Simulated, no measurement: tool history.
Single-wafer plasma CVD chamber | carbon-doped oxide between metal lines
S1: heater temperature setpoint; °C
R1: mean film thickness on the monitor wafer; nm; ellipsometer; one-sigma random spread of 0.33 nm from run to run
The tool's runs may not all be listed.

run 1 hour=0 | S1=345 chamber_pressure_(Torr)=4.99 RF_power_(W)=500 deposition_time_(s)=15.5 | R1=80.663
run 2 hour=6.6 | S1=345 chamber_pressure_(Torr)=4.99 RF_power_(W)=550 deposition_time_(s)=15.5 | R1=86.794
run 3 hour=14.3 | S1=345 chamber_pressure_(Torr)=4.99 RF_power_(W)=550 deposition_time_(s)=16 | R1=89.235
run 4 hour=19.2 | S1=349 chamber_pressure_(Torr)=4.57 RF_power_(W)=515 deposition_time_(s)=16 | R1=84.371
run 5 hour=20.2 | S1=349 chamber_pressure_(Torr)=4.57 RF_power_(W)=565 deposition_time_(s)=16 | R1=89.301
run 6 hour=28.1 | S1=352 chamber_pressure_(Torr)=4.3 RF_power_(W)=520 deposition_time_(s)=15.9 | R1=81.548

Run 7, settings as shown, results not yet in. Your forecast:
run 7 hour=35.7 | S1=352 chamber_pressure_(Torr)=4.3 RF_power_(W)=520 deposition_time_(s)=15.9 | R1=?

R1: 82.553 nm
